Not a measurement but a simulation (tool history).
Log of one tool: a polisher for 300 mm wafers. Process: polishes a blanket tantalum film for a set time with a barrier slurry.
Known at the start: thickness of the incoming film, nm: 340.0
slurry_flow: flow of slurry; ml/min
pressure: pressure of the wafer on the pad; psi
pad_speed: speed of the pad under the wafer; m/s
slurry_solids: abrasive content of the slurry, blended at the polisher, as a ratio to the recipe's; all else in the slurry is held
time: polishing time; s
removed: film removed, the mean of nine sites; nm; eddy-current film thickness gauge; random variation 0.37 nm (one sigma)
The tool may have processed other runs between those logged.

| run | hour | slurry_flow | pressure | pad_speed | slurry_solids | time | removed |
|---|---|---|---|---|---|---|---|
| 1 | 0.0 | 225 | 2.4 | 0.78 | 1.0 | 50 | 60.887 |
| 2 | 4.0 | 225 | 2.4 | 0.70 | 1.0 | 50 | 55.250 |
| 3 | 12.9 | 230 | 2.4 | 0.70 | 1.0 | 50 | 55.072 |
| 4 | 21.2 | 230 | 2.7 | 0.70 | 1.0 | 50 | 62.130 |
| 5 | 29.4 | 230 | 3.1 | 0.70 | 1.0 | 50 | 70.572 |
| 6 | 33.4 | 225 | 3.0 | 0.70 | 1.0 | 50 | 67.930 |
|  | 36.3 | slurry blender recalibrated |
| 7 | 36.3 | 210 | 2.6 | 0.70 | 1.0 | 50 | 63.846 |

Estimate the outcome of run 8 from the log above:
| 8 | 43.3 | 215 | 2.6 | 0.70 | 1.0 | 50 | ? |

{"run 8": {"removed": 64.032}}

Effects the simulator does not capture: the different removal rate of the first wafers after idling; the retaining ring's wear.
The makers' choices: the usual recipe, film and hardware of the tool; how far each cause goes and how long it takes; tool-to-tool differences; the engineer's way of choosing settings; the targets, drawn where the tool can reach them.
